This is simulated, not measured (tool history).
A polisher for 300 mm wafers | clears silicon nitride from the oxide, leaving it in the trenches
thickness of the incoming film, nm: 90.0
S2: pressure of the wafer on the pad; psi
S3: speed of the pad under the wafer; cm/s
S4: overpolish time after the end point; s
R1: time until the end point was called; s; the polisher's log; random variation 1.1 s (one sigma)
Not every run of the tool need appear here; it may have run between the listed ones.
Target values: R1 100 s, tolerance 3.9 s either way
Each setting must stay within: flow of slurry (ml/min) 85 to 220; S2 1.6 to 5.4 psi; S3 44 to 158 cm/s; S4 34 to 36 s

{"run": 1, "hour": 0.0, "flow of slurry (ml/min)": 140, "S2": 3.5, "S3": 100, "S4": 34, "R1": 68.902}
{"run": 2, "hour": 7.5, "flow of slurry (ml/min)": 135, "S2": 3.2, "S3": 100, "S4": 34, "R1": 76.757}
{"run": 3, "hour": 9.7, "flow of slurry (ml/min)": 125, "S2": 3.2, "S3": 100, "S4": 34, "R1": 75.406}
{"run": 4, "hour": 10.8, "flow of slurry (ml/min)": 105, "S2": 3.2, "S3": 100, "S4": 34, "R1": 78.949}
{"run": 5, "hour": 14.3, "flow of slurry (ml/min)": 105, "S2": 3, "S3": 100, "S4": 34, "R1": 83.375}
{"run": 6, "hour": 23.2, "flow of slurry (ml/min)": 105, "S2": 2.8, "S3": 100, "S4": 34, "R1": 89.555}
{"run": 7, "hour": 24.0, "flow of slurry (ml/min)": 105, "S2": 2.7, "S3": 100, "S4": 34, "R1": 93.637}
{"run": 8, "hour": 28.2, "flow of slurry (ml/min)": 105, "S2": 2.6, "S3": 100, "S4": 34, "R1": 95.883}

Below are 5 possible settings for the next run. Only one of them brings all results inside the allowed miss of their targets. Which is it?
{"run": "A", "hour": 32.4, "flow of slurry (ml/min)": 135, "S2": 2.9, "S3": 80, "S4": 36, "R1": "?"}
{"run": "B", "hour": 32.4, "flow of slurry (ml/min)": 120, "S2": 2.7, "S3": 102, "S4": 34, "R1": "?"}
{"run": "C", "hour": 32.4, "flow of slurry (ml/min)": 165, "S2": 2.4, "S3": 110, "S4": 34, "R1": "?"}
{"run": "D", "hour": 32.4, "flow of slurry (ml/min)": 95, "S2": 2.6, "S3": 106, "S4": 36, "R1": "?"}
{"run": "E", "hour": 32.4, "flow of slurry (ml/min)": 100, "S2": 3.1, "S3": 92, "S4": 34, "R1": "?"}

move=A R1=97.865
move=B R1=88.487
move=C R1=89.628
move=D R1=91.909
move=E R1=86.003
A: every result lands within tolerance
B: misses by more than the last run did
C: misses by more than the last run did
D: misses by more than the last run did
E: misses by more than the last run did
Go with A: it meets all targets.
